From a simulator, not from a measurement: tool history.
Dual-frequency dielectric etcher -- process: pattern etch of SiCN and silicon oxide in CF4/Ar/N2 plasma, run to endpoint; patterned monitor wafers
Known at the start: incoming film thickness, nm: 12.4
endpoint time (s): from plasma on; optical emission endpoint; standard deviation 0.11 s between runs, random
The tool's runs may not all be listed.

| run | hour | source power (kW) | bias power (kW) | Ar flow (sccm) | CF4 flow (sccm) | endpoint time (s) |
|---|---|---|---|---|---|---|
| 1 | 0.0 | 0.450 | 0.085 | 133 | 74 | 14.687 |
| 2 | 2.0 | 0.450 | 0.085 | 133 | 67 | 14.758 |
| 3 | 7.4 | 0.450 | 0.085 | 133 | 79 | 14.430 |
| 4 | 8.4 | 0.460 | 0.085 | 133 | 79 | 13.888 |
| 5 | 14.9 | 0.420 | 0.085 | 133 | 79 | 15.410 |
| 6 | 22.6 | 0.420 | 0.071 | 133 | 79 | 17.252 |
| 7 | 26.5 | 0.440 | 0.071 | 133 | 79 | 16.125 |

Run 8 has not been measured yet. What should we expect?
| 8 | 31.0 | 0.450 | 0.071 | 133 | 79 | ? |

Run 8 yielded endpoint time (s) 16.041.
